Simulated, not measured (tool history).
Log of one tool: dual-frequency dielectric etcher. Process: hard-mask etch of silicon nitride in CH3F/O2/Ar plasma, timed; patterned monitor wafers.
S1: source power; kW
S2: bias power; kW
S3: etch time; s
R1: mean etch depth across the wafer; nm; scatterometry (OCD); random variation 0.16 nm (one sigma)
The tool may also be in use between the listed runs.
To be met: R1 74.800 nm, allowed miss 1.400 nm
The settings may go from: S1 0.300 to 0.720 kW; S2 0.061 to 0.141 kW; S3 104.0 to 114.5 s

{"run": 1, "hour": 0.0, "S1": 0.51, "S2": 0.101, "S3": 114.5, "R1": 97.045}
{"run": 2, "hour": 4.9, "S1": 0.57, "S2": 0.101, "S3": 114.5, "R1": 102.52}
{"run": 3, "hour": 10.8, "S1": 0.49, "S2": 0.093, "S3": 113.5, "R1": 92.579}
{"run": 4, "hour": 18.2, "S1": 0.44, "S2": 0.087, "S3": 112.5, "R1": 85.682}
{"run": 5, "hour": 24.5, "S1": 0.44, "S2": 0.104, "S3": 112.5, "R1": 89.745}
{"run": 6, "hour": 29.0, "S1": 0.44, "S2": 0.091, "S3": 112.5, "R1": 86.671}
{"run": 7, "hour": 30.3, "S1": 0.4, "S2": 0.089, "S3": 112.5, "R1": 82.116}
{"run": 8, "hour": 35.3, "S1": 0.37, "S2": 0.088, "S3": 112.5, "R1": 78.99}
{"hour": 38.3, "done": "source power generator calibrated"}
{"run": 9, "hour": 38.3, "S1": 0.36, "S2": 0.088, "S3": 112.5, "R1": 78.911}
{"run": 10, "hour": 42.4, "S1": 0.34, "S2": 0.088, "S3": 112.5, "R1": 76.315}

Which of these 5 next moves meets every target?
{"run": "A", "hour": 46.5, "S1": 0.33, "S2": 0.08, "S3": 114.5, "R1": "?"}
{"run": "B", "hour": 46.5, "S1": 0.37, "S2": 0.081, "S3": 112.5, "R1": "?"}
{"run": "C", "hour": 46.5, "S1": 0.34, "S2": 0.093, "S3": 114.5, "R1": "?"}
{"run": "D", "hour": 46.5, "S1": 0.34, "S2": 0.095, "S3": 112.5, "R1": "?"}
{"run": "E", "hour": 46.5, "S1": 0.33, "S2": 0.091, "S3": 114.5, "R1": "?"}

move=A R1=74.999
move=B R1=78.608
move=C R1=79.049
move=D R1=78.083
move=E R1=77.353
A: meets every target
B: further off than the last run
C: further off than the last run
D: further off than the last run
E: further off than the last run
Answer: A
